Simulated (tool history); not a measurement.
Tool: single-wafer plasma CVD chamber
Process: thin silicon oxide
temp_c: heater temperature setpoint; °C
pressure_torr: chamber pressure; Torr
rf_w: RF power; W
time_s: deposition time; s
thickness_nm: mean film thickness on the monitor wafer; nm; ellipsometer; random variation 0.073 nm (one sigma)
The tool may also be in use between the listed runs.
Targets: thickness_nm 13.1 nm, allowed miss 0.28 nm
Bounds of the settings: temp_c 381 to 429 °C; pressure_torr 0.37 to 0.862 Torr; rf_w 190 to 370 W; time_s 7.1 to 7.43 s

run,day,temp_c,pressure_torr,rf_w,time_s,thickness_nm
1,0,405,0.616,280,7.43,10.242
2,0.033,405,0.616,295,7.43,10.474
3,0.229,405,0.616,295,7.1,9.8562
4,0.408,405,0.654,295,7.1,10.518
5,0.708,405,0.687,295,7.1,11.167
6,0.996,405,0.71,295,7.1,11.499
7,1.221,405,0.73,295,7.1,11.612
8,1.517,405,0.751,295,7.1,11.97
9,1.558,405,0.767,295,7.1,12.297
10,1.742,405,0.778,295,7.1,12.423
11,2.083,405,0.787,295,7.1,12.592

Which of these 5 next moves meets every target?
A,2.425,398,0.775,300,7.1,?
B,2.425,406,0.76,295,7.1,?
C,2.425,405,0.792,305,7.29,?
D,2.425,401,0.77,275,7.1,?
E,2.425,401,0.74,295,7.1,?

move,thickness_nm
A,12.457
B,12.095
C,13.06
D,11.941
E,11.833
A: further off than the last run
B: further off than the last run
C: meets every target
D: further off than the last run
E: further off than the last run
Answer: C

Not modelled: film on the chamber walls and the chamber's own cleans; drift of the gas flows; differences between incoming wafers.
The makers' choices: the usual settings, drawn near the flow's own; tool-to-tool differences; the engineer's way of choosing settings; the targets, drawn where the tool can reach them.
